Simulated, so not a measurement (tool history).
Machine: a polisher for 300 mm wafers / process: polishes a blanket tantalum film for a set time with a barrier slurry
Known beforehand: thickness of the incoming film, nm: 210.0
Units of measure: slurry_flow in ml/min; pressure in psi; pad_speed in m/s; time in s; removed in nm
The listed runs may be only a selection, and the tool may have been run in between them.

Run 1, day 0.000: slurry_flow 260 ml/min, pressure 1.9 psi, pad_speed 1.20 m/s, slurry_solids 1.0, time 20 s. Result: removed 41.360 nm.
Run 2, day 0.142: slurry_flow 310 ml/min, pressure 1.9 psi, pad_speed 1.20 m/s, slurry_solids 1.0, time 20 s. Result: removed 40.618 nm.
Run 3, day 0.304: slurry_flow 310 ml/min, pressure 1.7 psi, pad_speed 1.20 m/s, slurry_solids 1.0, time 20 s. Result: removed 37.757 nm.
Run 4, day 0.567: slurry_flow 370 ml/min, pressure 1.7 psi, pad_speed 1.20 m/s, slurry_solids 1.0, time 20 s. Result: removed 38.201 nm.
Run 5, day 0.938: slurry_flow 370 ml/min, pressure 1.6 psi, pad_speed 1.18 m/s, slurry_solids 1.0, time 20 s. Result: removed 34.678 nm.
Run 6, day 1.046: slurry_flow 350 ml/min, pressure 1.6 psi, pad_speed 1.18 m/s, slurry_solids 1.0, time 20 s. Result: removed 34.141 nm.
Run 7, day 1.375: slurry_flow 350 ml/min, pressure 1.5 psi, pad_speed 1.18 m/s, slurry_solids 1.0, time 20 s. Result: removed 32.041 nm.
Run 8, day 1.596: slurry_flow 350 ml/min, pressure 1.4 psi, pad_speed 1.18 m/s, slurry_solids 1.0, time 20 s. Result: removed 30.230 nm.

What will run 9 give?
Run 9, day 1.738: slurry_flow 350 ml/min, pressure 1.3 psi, pad_speed 1.18 m/s, slurry_solids 1.0, time 20 s. Result: removed ?.

{"run 9": {"removed": 28.401}}
